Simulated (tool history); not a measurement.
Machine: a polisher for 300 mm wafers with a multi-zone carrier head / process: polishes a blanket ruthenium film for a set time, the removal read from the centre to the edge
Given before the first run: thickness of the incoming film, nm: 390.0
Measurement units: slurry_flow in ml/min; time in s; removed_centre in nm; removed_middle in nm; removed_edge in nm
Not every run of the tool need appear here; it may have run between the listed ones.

| run | day | slurry_flow | centre_zone | middle_zone | edge_zone | time | removed_centre | removed_middle | removed_edge |
|---|---|---|---|---|---|---|---|---|---|
| 1 | 0.000 | 240 | 1.00 | 1.00 | 1.00 | 78 | 111.270 | 109.590 | 110.980 |
| 2 | 0.262 | 240 | 1.01 | 1.00 | 0.96 | 69 | 100.540 | 96.024 | 98.200 |
| 3 | 0.500 | 245 | 1.02 | 1.03 | 0.93 | 61 | 91.248 | 88.602 | 84.517 |
| 4 | 0.638 | 245 | 0.97 | 1.03 | 0.93 | 61 | 85.284 | 89.828 | 82.549 |
| 5 | 0.758 | 250 | 0.98 | 1.02 | 0.91 | 57 | 80.973 | 82.475 | 78.924 |
| 6 | 1.062 | 250 | 0.98 | 0.96 | 0.91 | 57 | 80.009 | 77.021 | 78.213 |

What will run 7 give?
| 7 | 1.242 | 255 | 0.99 | 0.97 | 0.89 | 54 | ? | ? | ? |

{"run 7": {"removed_centre": 77.996, "removed_middle": 74.874, "removed_edge": 72.062}}
